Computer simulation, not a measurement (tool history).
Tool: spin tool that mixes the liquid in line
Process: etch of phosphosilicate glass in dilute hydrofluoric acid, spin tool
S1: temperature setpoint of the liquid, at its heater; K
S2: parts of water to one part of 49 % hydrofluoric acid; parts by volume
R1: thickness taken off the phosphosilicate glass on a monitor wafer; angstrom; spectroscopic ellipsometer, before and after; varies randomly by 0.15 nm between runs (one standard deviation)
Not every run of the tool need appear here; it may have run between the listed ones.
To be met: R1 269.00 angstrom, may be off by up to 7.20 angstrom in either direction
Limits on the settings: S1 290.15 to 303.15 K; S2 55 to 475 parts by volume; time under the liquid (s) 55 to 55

{"run": 1, "day": 0.0, "S1": 295.15, "S2": 265, "time under the liquid (s)": 55, "R1": 173.3}
{"run": 2, "day": 0.208, "S1": 296.65, "S2": 255, "time under the liquid (s)": 55, "R1": 191.4}
{"run": 3, "day": 0.392, "S1": 298.65, "S2": 255, "time under the liquid (s)": 55, "R1": 206.85}
{"run": 4, "day": 0.529, "S1": 298.65, "S2": 335, "time under the liquid (s)": 55, "R1": 144.32}
{"run": 5, "day": 0.867, "S1": 295.65, "S2": 335, "time under the liquid (s)": 55, "R1": 130.06}
{"run": 6, "day": 1.221, "S1": 295.65, "S2": 335, "time under the liquid (s)": 55, "R1": 130.08}
{"run": 7, "day": 1.292, "S1": 299.65, "S2": 230, "time under the liquid (s)": 55, "R1": 242.36}
{"run": 8, "day": 1.533, "S1": 300.15, "S2": 230, "time under the liquid (s)": 55, "R1": 245.89}
{"run": 9, "day": 1.779, "S1": 300.65, "S2": 230, "time under the liquid (s)": 55, "R1": 249.97}
{"day": 1.821, "done": "thermometer replaced"}
{"run": 10, "day": 1.821, "S1": 301.15, "S2": 230, "time under the liquid (s)": 55, "R1": 234.74}
{"run": 11, "day": 2.158, "S1": 301.15, "S2": 225, "time under the liquid (s)": 55, "R1": 241.46}

Which one of the following 5 next-run settings gets every result inside its allowed miss? There is exactly one.
{"run": "A", "day": 2.496, "S1": 299.15, "S2": 245, "time under the liquid (s)": 55, "R1": "?"}
{"run": "B", "day": 2.496, "S1": 299.15, "S2": 195, "time under the liquid (s)": 55, "R1": "?"}
{"run": "C", "day": 2.496, "S1": 300.65, "S2": 195, "time under the liquid (s)": 55, "R1": "?"}
{"run": "D", "day": 2.496, "S1": 299.15, "S2": 235, "time under the liquid (s)": 55, "R1": "?"}
{"run": "E", "day": 2.496, "S1": 303.15, "S2": 210, "time under the liquid (s)": 55, "R1": "?"}

move=A R1=200.45
move=B R1=266.09
move=C R1=280.84
move=D R1=211.24
move=E R1=279.58
A: further off than the last run
B: meets every target
C: takes the biggest miss from the last run beyond its target
D: further off than the last run
E: takes the biggest miss from the last run beyond its target
Go with B: it meets all targets.

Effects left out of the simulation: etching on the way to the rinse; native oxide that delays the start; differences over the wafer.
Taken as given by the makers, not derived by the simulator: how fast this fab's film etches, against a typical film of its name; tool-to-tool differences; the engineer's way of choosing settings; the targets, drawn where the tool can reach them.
